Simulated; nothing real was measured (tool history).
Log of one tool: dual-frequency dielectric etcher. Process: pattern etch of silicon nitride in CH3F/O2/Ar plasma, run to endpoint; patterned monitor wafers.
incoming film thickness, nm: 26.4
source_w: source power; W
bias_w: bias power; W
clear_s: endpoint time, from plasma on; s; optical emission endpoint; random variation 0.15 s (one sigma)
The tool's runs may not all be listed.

run 1 day=0.000 | source_w=490 bias_w=88 | clear_s=35.345
run 2 day=0.154 | source_w=410 bias_w=88 | clear_s=37.442
run 3 day=0.467 | source_w=390 bias_w=88 | clear_s=38.079
run 4 day=0.704 | source_w=390 bias_w=101 | clear_s=36.450
run 5 day=0.796 | source_w=390 bias_w=94 | clear_s=37.335
run 6 day=0.942 | source_w=380 bias_w=93 | clear_s=37.593
run 7 day=1.021 | source_w=370 bias_w=92 | clear_s=38.014
run 8 day=1.100 | source_w=360 bias_w=91 | clear_s=38.621
run 9 day=1.446 | source_w=350 bias_w=91 | clear_s=38.794

Run 10 comes next. What will it give?
run 10 day=1.696 | source_w=300 bias_w=88 | clear_s=?

Run 10 gave clear_s 41.300 s.

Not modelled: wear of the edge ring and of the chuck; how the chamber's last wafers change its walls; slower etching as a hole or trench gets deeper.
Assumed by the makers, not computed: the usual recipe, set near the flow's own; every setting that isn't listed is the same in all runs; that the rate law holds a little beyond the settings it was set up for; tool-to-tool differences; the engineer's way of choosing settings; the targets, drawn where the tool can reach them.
